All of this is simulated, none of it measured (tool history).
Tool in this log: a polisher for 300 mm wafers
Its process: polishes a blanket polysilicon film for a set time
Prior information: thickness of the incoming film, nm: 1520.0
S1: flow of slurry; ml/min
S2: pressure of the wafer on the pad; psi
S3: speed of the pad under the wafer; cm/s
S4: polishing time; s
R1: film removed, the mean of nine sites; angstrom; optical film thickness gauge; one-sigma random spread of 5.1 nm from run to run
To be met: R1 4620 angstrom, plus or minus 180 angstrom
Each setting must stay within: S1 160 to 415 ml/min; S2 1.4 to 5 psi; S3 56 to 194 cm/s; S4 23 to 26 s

Run 1, day 0: S1 265 ml/min, S2 3.2 psi, S3 124 cm/s, S4 26 s. Result: R1 3162.9 angstrom.
Run 2, day 0.304: S1 265 ml/min, S2 3.2 psi, S3 124 cm/s, S4 23 s. Result: R1 2794.4 angstrom.
Run 3, day 0.542: S1 265 ml/min, S2 3.2 psi, S3 152 cm/s, S4 23 s. Result: R1 3219.9 angstrom.
Run 4, day 0.783: S1 265 ml/min, S2 3.3 psi, S3 152 cm/s, S4 23 s. Result: R1 3302 angstrom.
Run 5, day 0.917: S1 265 ml/min, S2 3.9 psi, S3 152 cm/s, S4 23 s. Result: R1 3838.2 angstrom.
Run 6, day 1.1: S1 265 ml/min, S2 4 psi, S3 152 cm/s, S4 23 s. Result: R1 4007.2 angstrom.
Run 7, day 1.183: S1 265 ml/min, S2 4.1 psi, S3 152 cm/s, S4 23 s. Result: R1 4086.3 angstrom.
Run 8, day 1.329: S1 265 ml/min, S2 4.2 psi, S3 152 cm/s, S4 23 s. Result: R1 4112.1 angstrom.

4 candidate next runs follow, results not yet known. Just one meets every target within its allowed miss. Identify it.
Run A, day 1.475: S1 335 ml/min, S2 3.2 psi, S3 150 cm/s, S4 25 s. Result: R1 ?.
Run B, day 1.475: S1 325 ml/min, S2 4.1 psi, S3 128 cm/s, S4 25 s. Result: R1 ?.
Run C, day 1.475: S1 310 ml/min, S2 4.7 psi, S3 140 cm/s, S4 24 s. Result: R1 ?.
Run D, day 1.475: S1 285 ml/min, S2 4.9 psi, S3 134 cm/s, S4 26 s. Result: R1 ?.

move      R1
   A  3511.3
   B  3992.1
   C  4638.5
   D  5036.2
A: the biggest miss grows against the last run
B: the biggest miss grows against the last run
C: in spec on every target
D: moves the result that the last run missed by most past its target, out the other side
Correct choice: C, which meets every target
